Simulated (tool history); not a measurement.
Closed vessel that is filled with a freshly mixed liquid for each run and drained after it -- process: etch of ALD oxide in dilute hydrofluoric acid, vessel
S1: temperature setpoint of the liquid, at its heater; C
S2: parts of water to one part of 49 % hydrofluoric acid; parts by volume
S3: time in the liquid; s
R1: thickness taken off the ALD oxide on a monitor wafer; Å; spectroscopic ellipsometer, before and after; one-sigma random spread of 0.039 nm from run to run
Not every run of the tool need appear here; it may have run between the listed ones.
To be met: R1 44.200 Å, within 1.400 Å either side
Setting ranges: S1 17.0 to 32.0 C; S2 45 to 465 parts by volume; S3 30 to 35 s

run	day	S1	S2	S3	R1
1	0.000	24.0	255	35	18.910
2	0.188	24.0	205	35	25.013
3	0.438	24.0	205	35	24.596
4	0.738	26.0	205	35	26.519
5	1.050	28.5	205	35	29.357
6	1.138	29.5	185	35	34.748
7	1.321	30.5	175	35	37.772
8	1.442	31.0	170	35	40.414
9	1.812	31.5	165	35	42.267

Which single option among these 4 for the next run brings every result within its allowed miss of target? Just one does.
A	2.183	31.5	140	30	?
B	2.183	32.0	170	35	?
C	2.183	31.0	150	35	?
D	2.183	32.0	175	35	?

move	R1
A	43.676
B	41.009
C	46.089
D	39.574
A: all results in spec
B: further off than the last run
C: takes the result that was furthest off past its target
D: further off than the last run
Correct choice: A, which meets every target
